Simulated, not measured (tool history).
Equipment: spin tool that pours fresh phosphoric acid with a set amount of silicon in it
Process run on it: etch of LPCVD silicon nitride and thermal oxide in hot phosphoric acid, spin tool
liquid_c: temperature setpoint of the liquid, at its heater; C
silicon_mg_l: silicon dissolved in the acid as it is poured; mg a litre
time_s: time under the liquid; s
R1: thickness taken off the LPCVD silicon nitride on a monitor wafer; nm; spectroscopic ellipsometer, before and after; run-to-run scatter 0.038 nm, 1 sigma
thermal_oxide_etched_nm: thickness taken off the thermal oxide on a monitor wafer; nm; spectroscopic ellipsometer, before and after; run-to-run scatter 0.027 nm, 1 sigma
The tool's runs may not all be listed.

Run 1, hour 0.0: liquid_c 163.0 C, silicon_mg_l 11.5 mg a litre, time_s 60 s. Result: R1 5.3394 nm, thermal_oxide_etched_nm 0.171220 nm.
Run 2, hour 4.9: liquid_c 163.0 C, silicon_mg_l 15.5 mg a litre, time_s 60 s. Result: R1 5.3505 nm, thermal_oxide_etched_nm 0.129190 nm.
Run 3, hour 7.9: liquid_c 162.5 C, silicon_mg_l 14.5 mg a litre, time_s 60 s. Result: R1 5.1546 nm, thermal_oxide_etched_nm 0.133620 nm.
Run 4, hour 9.5: liquid_c 162.5 C, silicon_mg_l 14.5 mg a litre, time_s 80 s. Result: R1 7.1004 nm, thermal_oxide_etched_nm 0.197610 nm.
Run 5, hour 14.5: liquid_c 162.5 C, silicon_mg_l 12.0 mg a litre, time_s 80 s. Result: R1 7.0144 nm, thermal_oxide_etched_nm 0.179360 nm.
Run 6, hour 17.3: liquid_c 162.5 C, silicon_mg_l 17.0 mg a litre, time_s 80 s. Result: R1 7.0210 nm, thermal_oxide_etched_nm 0.228580 nm.
Run 7, hour 25.6: liquid_c 162.5 C, silicon_mg_l 17.0 mg a litre, time_s 80 s. Result: R1 7.1442 nm, thermal_oxide_etched_nm 0.167250 nm.
Run 8, hour 30.2: liquid_c 162.0 C, silicon_mg_l 15.5 mg a litre, time_s 75 s. Result: R1 6.4336 nm, thermal_oxide_etched_nm 0.143160 nm.
At hour 38.5: thermometer replaced.
Run 9, hour 38.5: liquid_c 162.0 C, silicon_mg_l 14.5 mg a litre, time_s 70 s. Result: R1 6.5670 nm, thermal_oxide_etched_nm 0.138350 nm.
Run 10, hour 39.6: liquid_c 162.5 C, silicon_mg_l 16.5 mg a litre, time_s 65 s. Result: R1 6.1386 nm, thermal_oxide_etched_nm 0.102470 nm.

What will run 11 give?
Run 11, hour 42.0: liquid_c 162.0 C, silicon_mg_l 14.0 mg a litre, time_s 60 s. Result: R1 ?, thermal_oxide_etched_nm ?.

{"run 11": {"R1": 5.5759, "thermal_oxide_etched_nm": 0.095172}}
